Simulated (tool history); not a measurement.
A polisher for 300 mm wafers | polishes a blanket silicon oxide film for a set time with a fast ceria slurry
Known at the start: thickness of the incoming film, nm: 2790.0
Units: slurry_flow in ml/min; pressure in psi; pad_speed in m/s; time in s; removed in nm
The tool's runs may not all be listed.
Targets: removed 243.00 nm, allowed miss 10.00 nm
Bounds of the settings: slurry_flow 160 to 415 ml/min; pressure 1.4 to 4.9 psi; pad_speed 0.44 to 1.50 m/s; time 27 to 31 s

run	hour	slurry_flow	pressure	pad_speed	time	removed
1	0.0	265	3.1	0.96	31	575.79
2	5.7	265	2.7	0.88	31	471.91
3	9.9	265	2.4	0.82	31	399.99
4	12.3	265	2.4	1.02	31	459.77
5	15.9	325	2.4	1.02	31	472.06
6	20.0	385	2.4	1.02	31	468.62
7	24.9	385	2.2	0.94	31	413.11
8	33.2	385	1.4	0.66	30	200.59
9	36.9	385	1.5	0.66	30	213.76
10	45.2	385	1.9	0.66	30	272.04
11	51.2	385	1.8	0.66	30	256.06

4 next moves are on the table. One of them brings every result within its allowed miss. Which?
A	57.2	375	1.9	0.72	30	?
B	57.2	365	1.9	0.68	29	?
C	57.2	410	1.8	0.84	27	?
D	57.2	375	1.7	0.68	29	?

move	removed
A	282.43
B	262.15
C	270.57
D	236.35
A: further off than the last run
B: further off than the last run
C: further off than the last run
D: meets every target
Move D is the one to make.
